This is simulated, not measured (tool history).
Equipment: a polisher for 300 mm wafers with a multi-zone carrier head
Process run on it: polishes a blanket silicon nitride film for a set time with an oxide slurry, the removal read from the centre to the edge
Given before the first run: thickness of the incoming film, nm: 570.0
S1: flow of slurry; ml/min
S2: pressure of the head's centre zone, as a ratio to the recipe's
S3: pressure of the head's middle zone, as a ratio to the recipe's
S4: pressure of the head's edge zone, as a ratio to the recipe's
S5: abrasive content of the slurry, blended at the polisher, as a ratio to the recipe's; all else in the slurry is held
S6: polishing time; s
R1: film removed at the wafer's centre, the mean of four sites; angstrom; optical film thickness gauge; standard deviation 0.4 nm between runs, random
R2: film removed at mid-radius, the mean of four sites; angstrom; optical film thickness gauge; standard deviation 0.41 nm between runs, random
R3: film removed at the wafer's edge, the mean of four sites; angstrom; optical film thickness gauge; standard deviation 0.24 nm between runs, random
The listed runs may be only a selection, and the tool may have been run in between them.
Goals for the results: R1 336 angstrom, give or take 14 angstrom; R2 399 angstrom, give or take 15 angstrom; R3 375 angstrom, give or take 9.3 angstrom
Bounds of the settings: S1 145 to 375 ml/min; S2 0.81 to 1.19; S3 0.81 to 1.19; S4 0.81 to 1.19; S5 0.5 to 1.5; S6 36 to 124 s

{"run": 1, "hour": 0.0, "S1": 240, "S2": 1, "S3": 1, "S4": 1, "S5": 1, "S6": 79, "R1": 583.16, "R2": 589.41, "R3": 593.74}
{"run": 2, "hour": 9.0, "S1": 235, "S2": 0.98, "S3": 1, "S4": 0.98, "S5": 0.9, "S6": 77, "R1": 527.73, "R2": 544.58, "R3": 534.26}
{"run": 3, "hour": 11.4, "S1": 235, "S2": 0.98, "S3": 1, "S4": 0.98, "S5": 0.8, "S6": 77, "R1": 491.03, "R2": 508.47, "R3": 509.48}
{"run": 4, "hour": 19.4, "S1": 235, "S2": 0.98, "S3": 1, "S4": 1.02, "S5": 0.8, "S6": 77, "R1": 502.76, "R2": 519.33, "R3": 515.85}
{"run": 5, "hour": 26.9, "S1": 235, "S2": 0.98, "S3": 1, "S4": 1.02, "S5": 0.8, "S6": 84, "R1": 538.27, "R2": 572.1, "R3": 558.26}
{"run": 6, "hour": 29.3, "S1": 230, "S2": 0.96, "S3": 1, "S4": 1, "S5": 0.75, "S6": 82, "R1": 492.84, "R2": 534.86, "R3": 519.58}
{"run": 7, "hour": 32.4, "S1": 225, "S2": 0.95, "S3": 0.99, "S4": 0.97, "S5": 0.7, "S6": 81, "R1": 469.09, "R2": 499.96, "R3": 482.81}
{"run": 8, "hour": 40.5, "S1": 220, "S2": 0.93, "S3": 0.98, "S4": 0.96, "S5": 0.65, "S6": 81, "R1": 433.56, "R2": 467.42, "R3": 459.85}
{"run": 9, "hour": 41.4, "S1": 215, "S2": 0.91, "S3": 0.98, "S4": 0.94, "S5": 0.65, "S6": 81, "R1": 425.73, "R2": 472.05, "R3": 460.51}
{"run": 10, "hour": 45.5, "S1": 210, "S2": 0.9, "S3": 0.98, "S4": 0.92, "S5": 0.65, "S6": 81, "R1": 424.1, "R2": 471.74, "R3": 456.14}
{"run": 11, "hour": 49.1, "S1": 205, "S2": 0.89, "S3": 0.98, "S4": 0.91, "S5": 0.65, "S6": 80, "R1": 405.37, "R2": 460.51, "R3": 446.53}
{"run": 12, "hour": 55.0, "S1": 205, "S2": 0.88, "S3": 0.98, "S4": 0.9, "S5": 0.65, "S6": 80, "R1": 412.17, "R2": 462.45, "R3": 440.8}
{"run": 13, "hour": 61.2, "S1": 200, "S2": 0.87, "S3": 0.98, "S4": 0.89, "S5": 0.65, "S6": 80, "R1": 403.89, "R2": 455.97, "R3": 437.48}
{"run": 14, "hour": 61.9, "S1": 185, "S2": 0.81, "S3": 0.98, "S4": 0.82, "S5": 0.5, "S6": 75, "R1": 294.17, "R2": 353.69, "R3": 330.63}
{"run": 15, "hour": 67.8, "S1": 255, "S2": 0.83, "S3": 0.99, "S4": 0.9, "S5": 0.5, "S6": 74, "R1": 314.38, "R2": 368.35, "R3": 351.36}
{"run": 16, "hour": 71.4, "S1": 255, "S2": 0.84, "S3": 1, "S4": 0.91, "S5": 0.5, "S6": 74, "R1": 306.05, "R2": 372.91, "R3": 350.43}
{"run": 17, "hour": 78.1, "S1": 255, "S2": 0.85, "S3": 1, "S4": 0.92, "S5": 0.5, "S6": 74, "R1": 319.47, "R2": 377.59, "R3": 356.74}
{"run": 18, "hour": 79.9, "S1": 255, "S2": 0.86, "S3": 1, "S4": 0.93, "S5": 0.5, "S6": 74, "R1": 309.91, "R2": 373.7, "R3": 356.83}

Which one of the following 4 next-run settings gets every result inside its allowed miss? There is exactly one.
{"run": "A", "hour": 81.7, "S1": 300, "S2": 0.83, "S3": 0.98, "S4": 0.88, "S5": 0.5, "S6": 79, "R1": "?", "R2": "?", "R3": "?"}
{"run": "B", "hour": 81.7, "S1": 220, "S2": 0.84, "S3": 0.89, "S4": 1.02, "S5": 0.55, "S6": 71, "R1": "?", "R2": "?", "R3": "?"}
{"run": "C", "hour": 81.7, "S1": 240, "S2": 0.84, "S3": 0.95, "S4": 1, "S5": 0.5, "S6": 70, "R1": "?", "R2": "?", "R3": "?"}
{"run": "D", "hour": 81.7, "S1": 255, "S2": 0.91, "S3": 0.97, "S4": 0.93, "S5": 0.5, "S6": 81, "R1": "?", "R2": "?", "R3": "?"}

move=A R1=333.37 R2=392.86 R3=373.46
move=B R1=312.3 R2=336.83 R3=375.4
move=C R1=291.79 R2=331.78 R3=345.76
move=D R1=368.65 R2=393.04 R3=388.26
A: each result inside its tolerance
B: puts the biggest miss on target and leaves a different result outside tolerance
C: further off than the last run
D: takes the biggest miss from the last run beyond its target
The move that meets every target is A.
